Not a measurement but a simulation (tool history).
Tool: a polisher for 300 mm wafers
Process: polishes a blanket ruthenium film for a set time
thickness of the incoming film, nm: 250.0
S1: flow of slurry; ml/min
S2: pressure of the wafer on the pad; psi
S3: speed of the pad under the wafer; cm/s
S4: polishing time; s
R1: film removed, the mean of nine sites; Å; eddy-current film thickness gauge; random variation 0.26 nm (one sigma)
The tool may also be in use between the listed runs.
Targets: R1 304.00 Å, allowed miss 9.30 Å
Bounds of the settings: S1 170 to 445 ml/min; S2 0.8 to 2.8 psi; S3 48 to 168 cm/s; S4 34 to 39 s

run,hour,S1,S2,S3,S4,R1
1,0.0,285,1.8,108,39,360.63
2,8.7,285,1.8,98,39,322.32
3,9.8,230,1.8,98,39,327.58
4,15.8,290,1.8,98,39,327.32
5,23.5,290,1.8,124,39,416.90
6,25.8,290,1.7,124,39,392.74
7,33.7,290,1.6,124,39,373.78
8,36.2,290,1.4,124,39,321.35
9,41.1,290,1.4,124,39,328.04

Which of these 5 next moves meets every target?
A,46.0,305,1.5,134,39,?
B,46.0,325,1.6,112,38,?
C,46.0,235,1.3,146,34,?
D,46.0,295,1.2,160,39,?
E,46.0,290,1.5,116,39,?

move,R1
A,369.44
B,323.40
C,297.84
D,353.65
E,319.65
A: further off than the last run
B: nearer than the last run, and not there yet
C: meets every target
D: further off than the last run
E: nearer than the last run, and not there yet
Move C is the one to make.

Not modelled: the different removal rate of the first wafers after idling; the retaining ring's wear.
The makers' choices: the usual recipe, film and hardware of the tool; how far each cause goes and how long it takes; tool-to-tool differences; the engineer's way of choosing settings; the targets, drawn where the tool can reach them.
